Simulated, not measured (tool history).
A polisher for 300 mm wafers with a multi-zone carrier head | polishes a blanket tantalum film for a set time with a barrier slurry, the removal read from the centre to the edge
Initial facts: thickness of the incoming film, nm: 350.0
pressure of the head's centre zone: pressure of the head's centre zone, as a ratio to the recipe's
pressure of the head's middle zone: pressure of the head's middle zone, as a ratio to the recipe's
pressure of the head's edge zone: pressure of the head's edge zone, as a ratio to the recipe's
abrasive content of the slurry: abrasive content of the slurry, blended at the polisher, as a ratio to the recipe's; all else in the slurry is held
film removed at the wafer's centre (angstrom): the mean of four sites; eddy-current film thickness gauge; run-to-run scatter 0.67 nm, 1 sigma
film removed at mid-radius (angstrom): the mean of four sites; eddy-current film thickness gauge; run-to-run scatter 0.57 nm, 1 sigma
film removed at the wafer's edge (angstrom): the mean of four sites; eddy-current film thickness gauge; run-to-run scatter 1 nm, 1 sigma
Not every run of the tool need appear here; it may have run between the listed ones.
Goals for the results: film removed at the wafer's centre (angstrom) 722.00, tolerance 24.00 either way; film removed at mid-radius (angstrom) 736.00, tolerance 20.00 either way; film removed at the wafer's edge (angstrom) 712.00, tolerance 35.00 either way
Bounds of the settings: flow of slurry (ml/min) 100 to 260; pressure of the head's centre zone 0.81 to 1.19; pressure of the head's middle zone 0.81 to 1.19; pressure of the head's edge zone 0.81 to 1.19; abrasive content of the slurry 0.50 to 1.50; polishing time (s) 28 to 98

| run | day | flow of slurry (ml/min) | pressure of the head's centre zone | pressure of the head's middle zone | pressure of the head's edge zone | abrasive content of the slurry | polishing time (s) | film removed at the wafer's centre (angstrom) | film removed at mid-radius (angstrom) | film removed at the wafer's edge (angstrom) |
|---|---|---|---|---|---|---|---|---|---|---|
| 1 | 0.000 | 165 | 1.00 | 1.00 | 1.00 | 1.00 | 63 | 995.29 | 955.95 | 967.54 |
| 2 | 0.317 | 165 | 0.99 | 1.00 | 0.98 | 0.95 | 63 | 963.64 | 946.67 | 951.77 |
| 3 | 0.654 | 150 | 0.99 | 1.00 | 0.98 | 0.95 | 63 | 956.48 | 945.66 | 964.00 |
| 4 | 0.688 | 160 | 0.98 | 1.00 | 0.97 | 0.90 | 62 | 912.59 | 921.69 | 890.42 |
| 5 | 1.038 | 160 | 0.98 | 1.00 | 0.97 | 0.90 | 53 | 775.86 | 781.65 | 778.53 |
| 6 | 1.096 | 160 | 0.98 | 1.00 | 0.96 | 0.90 | 53 | 790.16 | 780.10 | 783.54 |
| 7 | 1.171 | 160 | 0.98 | 1.00 | 0.95 | 0.90 | 53 | 789.49 | 782.31 | 768.34 |
| 8 | 1.212 | 115 | 0.95 | 0.99 | 0.89 | 0.85 | 53 | 693.14 | 715.51 | 715.21 |

4 next moves are on the table. One of them brings every result within its allowed miss. Which?
| A | 1.254 | 100 | 0.92 | 0.94 | 0.92 | 0.90 | 55 | ? | ? | ? |
| B | 1.254 | 125 | 0.87 | 1.08 | 0.81 | 0.85 | 52 | ? | ? | ? |
| C | 1.254 | 100 | 0.97 | 0.91 | 0.87 | 1.00 | 52 | ? | ? | ? |
| D | 1.254 | 115 | 0.95 | 0.99 | 0.81 | 0.65 | 61 | ? | ? | ? |

| move | film removed at the wafer's centre (angstrom) | film removed at mid-radius (angstrom) | film removed at the wafer's edge (angstrom) |
|---|---|---|---|
| A | 686.73 | 697.62 | 755.44 |
| B | 639.38 | 766.43 | 692.82 |
| C | 707.10 | 662.83 | 723.10 |
| D | 727.51 | 743.32 | 728.53 |
A: its largest miss is bigger than the last run's
B: its largest miss is bigger than the last run's
C: corrects the largest miss of the last run, while another result sits out of spec
D: all results land within tolerance of their targets
Go with D: it meets all targets.
